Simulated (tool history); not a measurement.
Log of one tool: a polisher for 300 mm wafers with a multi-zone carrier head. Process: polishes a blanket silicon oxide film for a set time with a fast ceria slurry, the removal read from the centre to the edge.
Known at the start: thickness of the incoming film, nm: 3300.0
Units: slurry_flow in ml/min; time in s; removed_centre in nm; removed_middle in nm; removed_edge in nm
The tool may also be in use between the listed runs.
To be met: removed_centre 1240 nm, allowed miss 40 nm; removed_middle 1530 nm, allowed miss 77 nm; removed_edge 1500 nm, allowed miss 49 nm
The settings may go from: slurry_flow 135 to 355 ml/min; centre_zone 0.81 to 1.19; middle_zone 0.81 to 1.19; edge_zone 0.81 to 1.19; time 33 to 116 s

run 1 hour=0 | slurry_flow=225 centre_zone=1 middle_zone=1 edge_zone=1 time=74 | removed_centre=994.43 removed_middle=1027.7 removed_edge=1017.9
run 2 hour=8.9 | slurry_flow=225 centre_zone=0.99 middle_zone=1.01 edge_zone=1.02 time=77 | removed_centre=1025.7 removed_middle=1090 removed_edge=1104.1
run 3 hour=17.3 | slurry_flow=180 centre_zone=0.99 middle_zone=1.01 edge_zone=1.02 time=77 | removed_centre=1001.6 removed_middle=1052.3 removed_edge=1054.2
run 4 hour=22.9 | slurry_flow=195 centre_zone=0.99 middle_zone=1.03 edge_zone=1.04 time=79 | removed_centre=1042.5 removed_middle=1101.1 removed_edge=1095.2
run 5 hour=24 | slurry_flow=160 centre_zone=0.99 middle_zone=1.03 edge_zone=1.04 time=79 | removed_centre=1002.8 removed_middle=1090.7 removed_edge=1081.7
run 6 hour=26.2 | slurry_flow=160 centre_zone=0.99 middle_zone=1.03 edge_zone=1 time=79 | removed_centre=1007.8 removed_middle=1081 removed_edge=1070.8
-- hour=33.2 worn pad replaced by a new one
run 7 hour=33.2 | slurry_flow=170 centre_zone=0.98 middle_zone=1.04 edge_zone=1.02 time=82 | removed_centre=1201.9 removed_middle=1273.5 removed_edge=1256.1
run 8 hour=41.2 | slurry_flow=180 centre_zone=0.96 middle_zone=1.04 edge_zone=1.04 time=82 | removed_centre=1167.8 removed_middle=1317.8 removed_edge=1279
run 9 hour=42.7 | slurry_flow=180 centre_zone=0.96 middle_zone=1.04 edge_zone=1.04 time=82 | removed_centre=1165.7 removed_middle=1274.6 removed_edge=1297.8
run 10 hour=47.4 | slurry_flow=190 centre_zone=0.95 middle_zone=1.05 edge_zone=1.03 time=81 | removed_centre=1177.1 removed_middle=1294.1 removed_edge=1287.2

Which of these 4 next moves meets every target?
run A hour=52.1 | slurry_flow=230 centre_zone=0.83 middle_zone=0.99 edge_zone=0.94 time=97 | removed_centre=? removed_middle=? removed_edge=?
run B hour=52.1 | slurry_flow=175 centre_zone=1.04 middle_zone=1 edge_zone=0.89 time=78 | removed_centre=? removed_middle=? removed_edge=?
run C hour=52.1 | slurry_flow=150 centre_zone=0.96 middle_zone=1.16 edge_zone=1 time=90 | removed_centre=? removed_middle=? removed_edge=?
run D hour=52.1 | slurry_flow=180 centre_zone=1.03 middle_zone=1.11 edge_zone=1.02 time=74 | removed_centre=? removed_middle=? removed_edge=?

move=A removed_centre=1242.2 removed_middle=1523.6 removed_edge=1525
move=B removed_centre=1201.3 removed_middle=1187.6 removed_edge=1172.5
move=C removed_centre=1242.9 removed_middle=1515.5 removed_edge=1371.4
move=D removed_centre=1135.1 removed_middle=1236.8 removed_edge=1161.1
A: meets every target
B: further off than the last run
C: nearer than the last run, and not there yet
D: further off than the last run
Move A is the one to make.
